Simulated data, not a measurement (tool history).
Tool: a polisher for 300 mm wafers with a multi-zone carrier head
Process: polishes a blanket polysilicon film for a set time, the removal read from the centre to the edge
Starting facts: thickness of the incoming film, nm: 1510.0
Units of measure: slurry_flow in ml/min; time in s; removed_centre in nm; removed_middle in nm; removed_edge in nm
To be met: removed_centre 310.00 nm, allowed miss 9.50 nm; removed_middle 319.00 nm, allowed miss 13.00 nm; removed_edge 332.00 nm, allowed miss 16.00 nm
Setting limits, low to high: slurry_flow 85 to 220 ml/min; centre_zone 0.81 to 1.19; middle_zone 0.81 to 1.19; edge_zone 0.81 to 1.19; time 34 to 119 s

Run 1, hour 0.0: slurry_flow 140 ml/min, centre_zone 1.00, middle_zone 1.00, edge_zone 1.00, time 76 s. Result: removed_centre 662.76 nm, removed_middle 639.56 nm, removed_edge 651.39 nm.
Run 2, hour 8.2: slurry_flow 140 ml/min, centre_zone 1.00, middle_zone 1.08, edge_zone 1.00, time 76 s. Result: removed_centre 656.18 nm, removed_middle 711.61 nm, removed_edge 657.73 nm.
Run 3, hour 12.0: slurry_flow 140 ml/min, centre_zone 1.00, middle_zone 1.15, edge_zone 1.00, time 76 s. Result: removed_centre 662.06 nm, removed_middle 741.51 nm, removed_edge 657.90 nm.
Run 4, hour 18.3: slurry_flow 125 ml/min, centre_zone 0.98, middle_zone 1.09, edge_zone 0.97, time 66 s. Result: removed_centre 544.33 nm, removed_middle 600.21 nm, removed_edge 545.67 nm.
Run 5, hour 24.3: slurry_flow 125 ml/min, centre_zone 1.01, middle_zone 1.09, edge_zone 0.97, time 66 s. Result: removed_centre 564.95 nm, removed_middle 587.43 nm, removed_edge 560.04 nm.
Run 6, hour 27.4: slurry_flow 125 ml/min, centre_zone 1.01, middle_zone 1.09, edge_zone 1.04, time 66 s. Result: removed_centre 563.46 nm, removed_middle 598.60 nm, removed_edge 566.65 nm.
Run 7, hour 34.6: slurry_flow 120 ml/min, centre_zone 0.98, middle_zone 1.05, edge_zone 1.02, time 59 s. Result: removed_centre 480.19 nm, removed_middle 502.27 nm, removed_edge 496.56 nm.
Run 8, hour 42.2: slurry_flow 120 ml/min, centre_zone 0.96, middle_zone 1.02, edge_zone 0.98, time 54 s. Result: removed_centre 426.09 nm, removed_middle 453.28 nm, removed_edge 449.33 nm.
Run 9, hour 49.4: slurry_flow 120 ml/min, centre_zone 0.95, middle_zone 0.99, edge_zone 0.95, time 51 s. Result: removed_centre 397.44 nm, removed_middle 419.22 nm, removed_edge 412.90 nm.
Run 10, hour 51.1: slurry_flow 115 ml/min, centre_zone 0.93, middle_zone 0.95, edge_zone 0.92, time 50 s. Result: removed_centre 384.75 nm, removed_middle 393.95 nm, removed_edge 408.44 nm.
Run 11, hour 56.6: slurry_flow 120 ml/min, centre_zone 0.92, middle_zone 0.94, edge_zone 0.91, time 47 s. Result: removed_centre 362.43 nm, removed_middle 372.77 nm, removed_edge 382.49 nm.
Run 12, hour 65.5: slurry_flow 120 ml/min, centre_zone 0.91, middle_zone 0.93, edge_zone 0.89, time 46 s. Result: removed_centre 350.39 nm, removed_middle 367.52 nm, removed_edge 378.69 nm.
Run 13, hour 69.3: slurry_flow 115 ml/min, centre_zone 0.91, middle_zone 0.92, edge_zone 0.88, time 45 s. Result: removed_centre 339.65 nm, removed_middle 353.62 nm, removed_edge 360.68 nm.
Run 14, hour 71.7: slurry_flow 110 ml/min, centre_zone 0.91, middle_zone 0.91, edge_zone 0.87, time 45 s. Result: removed_centre 334.95 nm, removed_middle 340.87 nm, removed_edge 353.57 nm.
Run 15, hour 74.7: slurry_flow 110 ml/min, centre_zone 0.91, middle_zone 0.91, edge_zone 0.87, time 45 s. Result: removed_centre 332.17 nm, removed_middle 337.23 nm, removed_edge 356.72 nm.
Run 16, hour 79.1: slurry_flow 105 ml/min, centre_zone 0.91, middle_zone 0.91, edge_zone 0.86, time 45 s. Result: removed_centre 325.46 nm, removed_middle 333.05 nm, removed_edge 338.02 nm.
Run 17, hour 83.6: slurry_flow 100 ml/min, centre_zone 0.91, middle_zone 0.91, edge_zone 0.86, time 45 s. Result: removed_centre 325.19 nm, removed_middle 333.43 nm, removed_edge 350.83 nm.
Run 18, hour 92.0: slurry_flow 100 ml/min, centre_zone 0.91, middle_zone 0.91, edge_zone 0.85, time 45 s. Result: removed_centre 323.83 nm, removed_middle 330.15 nm, removed_edge 338.61 nm.
At hour 98.3: edge zone pressure recalibrated.
Run 19, hour 98.3: slurry_flow 95 ml/min, centre_zone 0.91, middle_zone 0.91, edge_zone 0.85, time 45 s. Result: removed_centre 322.76 nm, removed_middle 321.40 nm, removed_edge 334.35 nm.

Exercise: of the 5 proposed moves below, exactly one satisfies all targets within the stated allowed misses. Which move is it?
Run A, hour 104.6: slurry_flow 105 ml/min, centre_zone 0.90, middle_zone 0.90, edge_zone 0.90, time 43 s. Result: removed_centre ?, removed_middle ?, removed_edge ?.
Run B, hour 104.6: slurry_flow 85 ml/min, centre_zone 0.95, middle_zone 0.82, edge_zone 0.97, time 43 s. Result: removed_centre ?, removed_middle ?, removed_edge ?.
Run C, hour 104.6: slurry_flow 100 ml/min, centre_zone 0.96, middle_zone 0.90, edge_zone 0.84, time 41 s. Result: removed_centre ?, removed_middle ?, removed_edge ?.
Run D, hour 104.6: slurry_flow 90 ml/min, centre_zone 0.94, middle_zone 0.88, edge_zone 0.83, time 46 s. Result: removed_centre ?, removed_middle ?, removed_edge ?.
Run E, hour 104.6: slurry_flow 90 ml/min, centre_zone 0.94, middle_zone 0.95, edge_zone 0.81, time 43 s. Result: removed_centre ?, removed_middle ?, removed_edge ?.

move  removed_centre  removed_middle  removed_edge
   A          309.96          322.16        336.42
   B          307.25          282.80        336.32
   C          311.17          303.52        308.45
   D          331.25          325.49        338.17
   E          309.80          324.07        312.47
A: every result lands within tolerance
B: puts the biggest miss on target and leaves a different result outside tolerance
C: puts the biggest miss on target and leaves a different result outside tolerance
D: further off than the last run
E: puts the biggest miss on target and leaves a different result outside tolerance
Answer: A

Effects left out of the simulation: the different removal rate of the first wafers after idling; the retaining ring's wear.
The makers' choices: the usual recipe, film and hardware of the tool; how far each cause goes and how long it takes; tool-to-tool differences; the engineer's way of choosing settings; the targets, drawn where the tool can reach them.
